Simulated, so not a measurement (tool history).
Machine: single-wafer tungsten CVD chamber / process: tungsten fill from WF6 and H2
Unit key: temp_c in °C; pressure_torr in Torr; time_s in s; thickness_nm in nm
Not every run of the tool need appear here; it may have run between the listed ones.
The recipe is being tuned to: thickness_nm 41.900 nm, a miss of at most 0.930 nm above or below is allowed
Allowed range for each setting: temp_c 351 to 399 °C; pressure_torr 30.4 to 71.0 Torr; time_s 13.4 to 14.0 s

run	hour	temp_c	pressure_torr	time_s	thickness_nm
1	0.0	375	50.7	14.0	33.977
2	1.8	375	50.7	13.4	32.744
3	4.3	375	50.7	13.4	32.444
4	6.4	375	50.7	14.0	34.193
5	7.8	377	50.8	14.0	35.640
6	11.9	379	50.9	14.0	36.947
7	12.7	380	51.0	14.0	37.518
8	18.4	381	51.1	14.0	38.356

Next run, 5 choices. One meets every target within its allowed miss, the rest don't. Which?
A	24.1	385	52.9	14.0	?
B	24.1	378	66.0	14.0	?
C	24.1	378	48.7	13.4	?
D	24.1	389	53.8	14.0	?
E	24.1	387	42.9	13.6	?

move	thickness_nm
A	41.433
B	39.458
C	34.030
D	44.688
E	38.864
A: each result inside its tolerance
B: nearer the targets than the last run, but a result is still out of spec
C: lands further from the targets than the last run did
D: carries the result that was furthest off beyond its target, to the other side
E: nearer the targets than the last run, but a result is still out of spec
So the answer is move A, the one that meets all the targets.
